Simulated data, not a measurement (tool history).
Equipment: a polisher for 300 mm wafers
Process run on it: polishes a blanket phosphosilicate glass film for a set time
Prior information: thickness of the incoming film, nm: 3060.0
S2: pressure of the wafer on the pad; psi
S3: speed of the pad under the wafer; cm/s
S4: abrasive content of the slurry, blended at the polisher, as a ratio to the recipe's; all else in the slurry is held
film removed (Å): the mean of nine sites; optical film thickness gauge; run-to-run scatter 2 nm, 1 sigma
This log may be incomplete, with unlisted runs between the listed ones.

run 1 hour=0 | flow_of_slurry_(ml/min)=310 S2=2.2 S3=108 S4=1 polishing_time_(s)=82 | film_removed_(Å)=4699.1
run 2 hour=1.2 | flow_of_slurry_(ml/min)=310 S2=2 S3=108 S4=1 polishing_time_(s)=82 | film_removed_(Å)=4275.8
run 3 hour=4.9 | flow_of_slurry_(ml/min)=310 S2=2 S3=108 S4=1 polishing_time_(s)=86 | film_removed_(Å)=4498.2
run 4 hour=10.6 | flow_of_slurry_(ml/min)=310 S2=2 S3=108 S4=1 polishing_time_(s)=86 | film_removed_(Å)=4518.7
run 5 hour=16.3 | flow_of_slurry_(ml/min)=310 S2=1.8 S3=108 S4=1 polishing_time_(s)=86 | film_removed_(Å)=4072.9
run 6 hour=20.1 | flow_of_slurry_(ml/min)=310 S2=1.7 S3=108 S4=1 polishing_time_(s)=86 | film_removed_(Å)=3825.5
run 7 hour=25.5 | flow_of_slurry_(ml/min)=300 S2=1.2 S3=108 S4=1 polishing_time_(s)=86 | film_removed_(Å)=2790.6
run 8 hour=33.7 | flow_of_slurry_(ml/min)=315 S2=1.2 S3=108 S4=1 polishing_time_(s)=86 | film_removed_(Å)=2824.5
run 9 hour=39.8 | flow_of_slurry_(ml/min)=315 S2=1.2 S3=108 S4=1 polishing_time_(s)=86 | film_removed_(Å)=2768.7
run 10 hour=46.6 | flow_of_slurry_(ml/min)=315 S2=1.3 S3=108 S4=1 polishing_time_(s)=86 | film_removed_(Å)=3031.3
run 11 hour=47.4 | flow_of_slurry_(ml/min)=320 S2=1.3 S3=108 S4=1 polishing_time_(s)=86 | film_removed_(Å)=3049.5
run 12 hour=52.7 | flow_of_slurry_(ml/min)=325 S2=1.3 S3=108 S4=1 polishing_time_(s)=86 | film_removed_(Å)=3078.5

Run 13, settings as shown, results not yet in. Your forecast:
run 13 hour=59.2 | flow_of_slurry_(ml/min)=330 S2=1.3 S3=108 S4=1 polishing_time_(s)=86 | film_removed_(Å)=?

film removed (Å): 3049.1
